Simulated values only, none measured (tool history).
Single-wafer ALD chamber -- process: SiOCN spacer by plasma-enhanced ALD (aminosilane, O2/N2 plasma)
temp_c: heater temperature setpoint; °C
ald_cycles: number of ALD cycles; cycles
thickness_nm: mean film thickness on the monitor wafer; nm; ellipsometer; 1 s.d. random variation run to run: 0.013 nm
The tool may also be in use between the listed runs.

run,hour,temp_c,ald_cycles,thickness_nm
1,0.0,390,50,2.9486
2,1.1,398,50,2.9410
3,4.9,398,43,2.5480
4,12.5,406,43,2.5091
5,18.1,405,45,2.6161
6,26.2,399,45,2.6498
7,33.3,398,47,2.7543
8,42.1,398,49,2.8768
9,43.6,398,49,2.8604
10,47.2,397,51,3.0112

For run 11, what comes out?
11,54.6,397,52,?

{"run 11": {"thickness_nm": 3.0726}}
